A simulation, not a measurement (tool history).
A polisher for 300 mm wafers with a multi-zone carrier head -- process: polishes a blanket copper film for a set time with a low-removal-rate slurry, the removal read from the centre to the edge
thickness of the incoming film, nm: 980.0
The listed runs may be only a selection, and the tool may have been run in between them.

run	day	flow of slurry (ml/min)	pressure of the head's centre zone	pressure of the head's middle zone	pressure of the head's edge zone	abrasive content of the slurry	polishing time (s)	film removed at the wafer's centre (Å)	film removed at mid-radius (Å)	film removed at the wafer's edge (Å)
1	0	205	1	1	1	1	48	2580.9	2477	2574.9
2	0.292	205	0.99	1	1.03	1.05	50	2736.4	2643.4	2749.8
3	0.579	205	0.96	0.98	1.05	1.1	52	2743.3	2779.9	2910.9
4	0.758	205	0.89	0.98	1.05	1.1	52	2526.3	2832.2	2933.7
5	1.075	205	0.89	0.98	1.11	1.1	52	2564.7	2785.3	2937.5
6	1.288	205	0.89	0.94	1.11	1.1	52	2563.1	2627.6	3015.5
7	1.525	210	0.89	0.94	1.12	1.15	53	2650.4	2734.5	3043.6
8	1.692	205	0.88	0.93	1.12	1.2	55	2703.6	2873.6	3182.8
9	1.917	205	0.88	0.92	1.13	1.2	57	2853.8	2834.5	3358.2
10	2.104	205	0.88	0.92	1.13	1.25	58	2871.9	3017.9	3390.8
11	2.175	210	0.88	0.91	1.14	1.25	59	2959.7	2948	3535.5
12	2.492	215	0.88	0.92	1.15	1.3	59	2990.7	3092.3	3556.7

Forecast run 13:
13	2.821	220	0.88	0.92	1.16	1.3	59	?	?	?

film removed at the wafer's centre (Å): 3010.1
film removed at mid-radius (Å): 3125.9
film removed at the wafer's edge (Å): 3630.1

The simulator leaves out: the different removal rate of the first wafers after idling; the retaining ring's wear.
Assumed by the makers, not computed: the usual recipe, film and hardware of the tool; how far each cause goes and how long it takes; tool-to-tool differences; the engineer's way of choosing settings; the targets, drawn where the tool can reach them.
